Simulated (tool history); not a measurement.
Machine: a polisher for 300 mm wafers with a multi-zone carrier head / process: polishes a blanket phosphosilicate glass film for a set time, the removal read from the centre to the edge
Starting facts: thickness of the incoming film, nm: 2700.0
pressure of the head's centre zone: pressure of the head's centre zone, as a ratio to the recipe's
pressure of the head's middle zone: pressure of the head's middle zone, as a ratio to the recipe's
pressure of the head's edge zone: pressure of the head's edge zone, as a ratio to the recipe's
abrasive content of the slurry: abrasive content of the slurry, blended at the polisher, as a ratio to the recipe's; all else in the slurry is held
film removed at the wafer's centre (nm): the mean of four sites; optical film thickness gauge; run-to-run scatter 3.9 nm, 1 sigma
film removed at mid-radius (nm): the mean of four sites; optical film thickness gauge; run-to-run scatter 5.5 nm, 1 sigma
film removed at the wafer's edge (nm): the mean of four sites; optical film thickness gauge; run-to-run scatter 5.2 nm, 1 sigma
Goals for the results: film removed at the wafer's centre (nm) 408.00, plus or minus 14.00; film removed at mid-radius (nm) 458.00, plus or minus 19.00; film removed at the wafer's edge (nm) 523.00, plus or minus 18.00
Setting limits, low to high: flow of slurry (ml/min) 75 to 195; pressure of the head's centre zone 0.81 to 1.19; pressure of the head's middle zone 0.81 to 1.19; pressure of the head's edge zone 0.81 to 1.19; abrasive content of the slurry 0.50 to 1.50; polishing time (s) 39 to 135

run  hour  flow of slurry (ml/min)  pressure of the head's centre zone  pressure of the head's middle zone  pressure of the head's edge zone  abrasive content of the slurry  polishing time (s)  film removed at the wafer's centre (nm)  film removed at mid-radius (nm)  film removed at the wafer's edge (nm)
  1   0.0                      125                                1.00                                1.00                              1.00                            1.00                  87                                   510.66                           500.08                                 523.50
  2   1.7                      125                                1.00                                1.00                              1.00                            0.80                  87                                   466.11                           443.99                                 465.76
  3   7.2                      120                                0.96                                1.00                              1.04                            0.85                  87                                   458.60                           458.13                                 493.21
  4   8.8                      115                                0.93                                1.00                              1.07                            0.85                  87                                   439.62                           456.97                                 491.24
  5  14.9                      115                                0.93                                1.00                              1.07                            0.65                  87                                   391.88                           391.54                                 430.09
  6  22.1                      115                                0.93                                1.00                              1.07                            0.65                  68                                   300.79                           319.51                                 338.32
  7  22.8                      125                                0.91                                0.98                              1.11                            0.80                  68                                   331.06                           350.27                                 388.40
  8  26.8                      135                                0.89                                0.98                              1.13                            0.90                  68                                   345.06                           367.72                                 417.22
  9  33.2                      140                                0.88                                0.99                              1.15                            1.00                  68                                   368.26                           398.83                                 449.11
 10  34.3                      150                                0.87                                0.99                              1.16                            1.05                  68                                   375.44                           414.77                                 462.82
 11  37.0                      150                                0.86                                0.99                              1.17                            1.10                  68                                   375.21                           414.42                                 464.38
 12  41.4                      155                                0.85                                0.98                              1.18                            1.15                  68                                   381.52                           428.82                                 479.06
 13  46.6                      155                                0.84                                0.97                              1.18                            1.20                  68                                   389.87                           428.21                                 487.48

Exactly one of the 4 candidate moves below puts every result within its allowed miss. Which one?
  A  51.8                      150                                0.85                                0.99                              1.19                            1.05                  76                                        ?                                ?                                      ?
  B  51.8                      175                                0.96                                0.99                              1.08                            1.10                  65                                        ?                                ?                                      ?
  C  51.8                      160                                0.92                                1.11                              1.06                            1.10                  65                                        ?                                ?                                      ?
  D  51.8                      135                                0.93                                1.04                              1.15                            1.50                  63                                        ?                                ?                                      ?

move  film removed at the wafer's centre (nm)  film removed at mid-radius (nm)  film removed at the wafer's edge (nm)
   A                                   411.54                           458.64                                 518.34
   B                                   418.84                           411.16                                 438.87
   C                                   394.38                           446.05                                 429.02
   D                                   416.46                           442.94                                 474.57
A: every result within its allowed miss
B: lands further from the targets than the last run did
C: lands further from the targets than the last run did
D: lands further from the targets than the last run did
A is the move that brings every result within its allowed miss.
